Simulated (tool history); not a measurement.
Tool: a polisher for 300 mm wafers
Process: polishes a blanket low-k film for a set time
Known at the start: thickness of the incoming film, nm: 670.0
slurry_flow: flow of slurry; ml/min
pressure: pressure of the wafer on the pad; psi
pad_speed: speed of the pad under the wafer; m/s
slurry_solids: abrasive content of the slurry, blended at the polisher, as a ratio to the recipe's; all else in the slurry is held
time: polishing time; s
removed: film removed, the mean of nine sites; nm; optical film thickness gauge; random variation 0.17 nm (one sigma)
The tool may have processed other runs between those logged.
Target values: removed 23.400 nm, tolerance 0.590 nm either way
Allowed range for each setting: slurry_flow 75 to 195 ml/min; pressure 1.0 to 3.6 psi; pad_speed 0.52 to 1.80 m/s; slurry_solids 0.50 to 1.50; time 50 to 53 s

run,hour,slurry_flow,pressure,pad_speed,slurry_solids,time,removed
1,0.0,125,2.3,1.16,1.00,50,25.218
2,5.5,125,2.3,1.16,1.15,50,26.469
3,7.2,125,2.3,0.88,1.15,50,21.388
4,11.0,145,2.3,0.88,1.15,50,22.088
5,16.5,150,2.3,0.88,1.15,50,21.956
6,25.5,150,2.3,0.88,1.05,50,21.573
7,30.4,155,2.3,0.88,1.05,50,21.533
8,32.3,160,2.3,0.88,1.05,50,21.522
9,39.5,165,2.4,0.88,1.05,50,22.723

Exactly one of the 4 candidate moves below puts every result within its allowed miss. Which one?
A,46.7,150,2.2,0.94,0.85,53,?
B,46.7,170,1.9,1.14,1.00,53,?
C,46.7,170,2.2,0.92,0.95,52,?
D,46.7,175,2.3,0.86,1.00,51,?

move,removed
A,21.617
B,23.399
C,22.064
D,21.895
A: further off than the last run
B: meets every target
C: further off than the last run
D: further off than the last run
Correct choice: B, which meets every target
